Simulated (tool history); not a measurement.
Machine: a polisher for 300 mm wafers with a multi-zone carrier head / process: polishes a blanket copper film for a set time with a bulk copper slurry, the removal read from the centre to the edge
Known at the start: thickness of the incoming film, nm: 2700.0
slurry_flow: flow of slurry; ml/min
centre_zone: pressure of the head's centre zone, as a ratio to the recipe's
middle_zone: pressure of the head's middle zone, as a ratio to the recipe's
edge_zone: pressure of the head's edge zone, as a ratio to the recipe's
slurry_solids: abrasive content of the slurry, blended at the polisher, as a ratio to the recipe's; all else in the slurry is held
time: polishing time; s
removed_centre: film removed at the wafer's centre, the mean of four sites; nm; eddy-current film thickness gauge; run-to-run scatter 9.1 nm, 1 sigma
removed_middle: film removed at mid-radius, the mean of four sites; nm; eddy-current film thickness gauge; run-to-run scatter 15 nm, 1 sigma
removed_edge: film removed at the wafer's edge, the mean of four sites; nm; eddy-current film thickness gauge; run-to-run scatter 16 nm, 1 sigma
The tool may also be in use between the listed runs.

run 1 hour=0.0 | slurry_flow=250 centre_zone=1.00 middle_zone=1.00 edge_zone=1.00 slurry_solids=1.00 time=71 | removed_centre=812.24 removed_middle=782.71 removed_edge=803.39
run 2 hour=1.2 | slurry_flow=250 centre_zone=1.00 middle_zone=1.00 edge_zone=1.00 slurry_solids=1.00 time=64 | removed_centre=723.50 removed_middle=725.75 removed_edge=715.16
run 3 hour=3.0 | slurry_flow=250 centre_zone=1.00 middle_zone=1.00 edge_zone=1.00 slurry_solids=1.00 time=76 | removed_centre=860.01 removed_middle=829.21 removed_edge=863.87
run 4 hour=6.9 | slurry_flow=250 centre_zone=1.00 middle_zone=1.00 edge_zone=1.00 slurry_solids=1.10 time=76 | removed_centre=869.02 removed_middle=882.73 removed_edge=880.11
run 5 hour=11.8 | slurry_flow=250 centre_zone=0.98 middle_zone=1.02 edge_zone=1.04 slurry_solids=1.20 time=77 | removed_centre=869.27 removed_middle=914.25 removed_edge=925.53
run 6 hour=15.6 | slurry_flow=255 centre_zone=0.96 middle_zone=1.05 edge_zone=1.06 slurry_solids=1.30 time=78 | removed_centre=906.72 removed_middle=961.79 removed_edge=934.64

Run 7 has not been measured yet. What should we expect?
run 7 hour=17.1 | slurry_flow=225 centre_zone=0.91 middle_zone=1.07 edge_zone=1.08 slurry_solids=1.35 time=80 | removed_centre=? removed_middle=? removed_edge=?

For run 7 the tool returned removed_centre 873.48 nm, removed_middle 997.71 nm, removed_edge 987.23 nm.
